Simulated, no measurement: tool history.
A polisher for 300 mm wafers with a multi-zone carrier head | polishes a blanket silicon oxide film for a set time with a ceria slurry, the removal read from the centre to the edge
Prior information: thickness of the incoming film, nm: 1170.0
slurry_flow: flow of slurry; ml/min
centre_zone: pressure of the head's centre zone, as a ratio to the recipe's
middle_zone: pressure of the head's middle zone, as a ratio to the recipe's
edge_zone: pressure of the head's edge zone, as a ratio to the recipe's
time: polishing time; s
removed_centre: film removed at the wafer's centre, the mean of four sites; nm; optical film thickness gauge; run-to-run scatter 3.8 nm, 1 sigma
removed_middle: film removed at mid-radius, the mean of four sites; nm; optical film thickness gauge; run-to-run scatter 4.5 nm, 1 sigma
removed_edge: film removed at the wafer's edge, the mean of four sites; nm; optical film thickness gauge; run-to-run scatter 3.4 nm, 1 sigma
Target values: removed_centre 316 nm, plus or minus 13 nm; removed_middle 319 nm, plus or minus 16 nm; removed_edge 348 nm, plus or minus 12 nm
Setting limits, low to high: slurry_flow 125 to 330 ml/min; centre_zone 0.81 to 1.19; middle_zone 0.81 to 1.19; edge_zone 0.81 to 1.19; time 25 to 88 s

Run 1, day 0: slurry_flow 210 ml/min, centre_zone 1, middle_zone 1, edge_zone 1, time 56 s. Result: removed_centre 263.7 nm, removed_middle 265.23 nm, removed_edge 254.15 nm.
Run 2, day 0.2: slurry_flow 210 ml/min, centre_zone 1.05, middle_zone 1, edge_zone 1, time 56 s. Result: removed_centre 274.25 nm, removed_middle 261.06 nm, removed_edge 251.28 nm.
Run 3, day 0.396: slurry_flow 215 ml/min, centre_zone 1.03, middle_zone 0.99, edge_zone 1.05, time 59 s. Result: removed_centre 283.59 nm, removed_middle 279.47 nm, removed_edge 271.31 nm.
Run 4, day 0.767: slurry_flow 215 ml/min, centre_zone 1.01, middle_zone 0.96, edge_zone 1.08, time 62 s. Result: removed_centre 293.84 nm, removed_middle 285.61 nm, removed_edge 288.6 nm.
Run 5, day 0.829: slurry_flow 215 ml/min, centre_zone 0.98, middle_zone 0.96, edge_zone 1.08, time 62 s. Result: removed_centre 282.26 nm, removed_middle 277.78 nm, removed_edge 282.3 nm.
Run 6, day 1.142: slurry_flow 210 ml/min, centre_zone 0.96, middle_zone 0.95, edge_zone 1.11, time 65 s. Result: removed_centre 289.93 nm, removed_middle 284.15 nm, removed_edge 299.5 nm.
Run 7, day 1.175: slurry_flow 215 ml/min, centre_zone 0.95, middle_zone 0.95, edge_zone 1.13, time 67 s. Result: removed_centre 296.98 nm, removed_middle 299.77 nm, removed_edge 318.97 nm.
Run 8, day 1.446: slurry_flow 225 ml/min, centre_zone 0.95, middle_zone 0.95, edge_zone 1.15, time 68 s. Result: removed_centre 304.31 nm, removed_middle 310.33 nm, removed_edge 319.07 nm.
Run 9, day 1.554: slurry_flow 215 ml/min, centre_zone 0.94, middle_zone 0.95, edge_zone 1.15, time 69 s. Result: removed_centre 304.29 nm, removed_middle 310.92 nm, removed_edge 328.65 nm.
Run 10, day 1.712: slurry_flow 210 ml/min, centre_zone 0.94, middle_zone 0.95, edge_zone 1.16, time 70 s. Result: removed_centre 299.75 nm, removed_middle 318.05 nm, removed_edge 331.67 nm.

Below are 5 possible settings for the next run. Only one of them brings all results inside the allowed miss of their targets. Which is it?
Run A, day 1.871: slurry_flow 250 ml/min, centre_zone 0.95, middle_zone 0.82, edge_zone 1.18, time 78 s. Result: removed_centre ?, removed_middle ?, removed_edge ?.
Run B, day 1.871: slurry_flow 215 ml/min, centre_zone 0.92, middle_zone 0.9, edge_zone 1.14, time 73 s. Result: removed_centre ?, removed_middle ?, removed_edge ?.
Run C, day 1.871: slurry_flow 160 ml/min, centre_zone 0.88, middle_zone 0.98, edge_zone 1.19, time 72 s. Result: removed_centre ?, removed_middle ?, removed_edge ?.
Run D, day 1.871: slurry_flow 205 ml/min, centre_zone 0.95, middle_zone 0.95, edge_zone 1.18, time 78 s. Result: removed_centre ?, removed_middle ?, removed_edge ?.
Run E, day 1.871: slurry_flow 275 ml/min, centre_zone 1.03, middle_zone 0.97, edge_zone 1.08, time 66 s. Result: removed_centre ?, removed_middle ?, removed_edge ?.

move  removed_centre  removed_middle  removed_edge
   A          348.38          320.51        385.58
   B          309.87          318.39        350.87
   C          279.64          324.05        341.68
   D          339.88          353.73        378.34
   E          323.65          314.68        316.51
A: takes the result that was furthest off past its target
B: each result inside its tolerance
C: the furthest-off result lands on target, but another misses its tolerance
D: takes the result that was furthest off past its target
E: misses by more than the last run did
Move B is the one to make.

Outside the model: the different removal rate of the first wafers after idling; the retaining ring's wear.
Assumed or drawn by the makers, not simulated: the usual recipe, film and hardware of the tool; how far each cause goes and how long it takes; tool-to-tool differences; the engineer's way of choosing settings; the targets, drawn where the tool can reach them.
